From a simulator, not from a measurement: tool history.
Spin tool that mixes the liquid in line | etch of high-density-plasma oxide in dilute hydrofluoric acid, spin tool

run    day  temperature setpoint of the liquid (K)  parts of water to one part of 49 % hydrofluoric acid (parts by volume)  time under the liquid (s)  thickness taken off the high-density-plasma oxide on a monitor wafer (Å)
  1      0                                  295.15                                                                     225                        275                                                                    46.354
  2  0.179                                  295.15                                                                     225                        275                                                                    45.719
  3  0.392                                  297.15                                                                     190                        275                                                                    61.385
  4  0.708                                  297.15                                                                     190                        300                                                                    66.786
     1.033  -- hydrofluoric acid flow meter replaced
  5  1.033                                  297.15                                                                     190                        300                                                                    76.912
  6  1.125                                  299.65                                                                     190                        300                                                                    84.288
  7  1.258                                  300.65                                                                     185                        300                                                                    87.691
  8  1.496                                  301.15                                                                     180                        300                                                                    95.445
  9  1.808                                  301.65                                                                     175                        300                                                                    99.696

Run 10 comes next. What will it give?
 10  1.95                                  302.15                                                                     175                        300                                                                         ?

thickness taken off the high-density-plasma oxide on a monitor wafer (Å): 102.55

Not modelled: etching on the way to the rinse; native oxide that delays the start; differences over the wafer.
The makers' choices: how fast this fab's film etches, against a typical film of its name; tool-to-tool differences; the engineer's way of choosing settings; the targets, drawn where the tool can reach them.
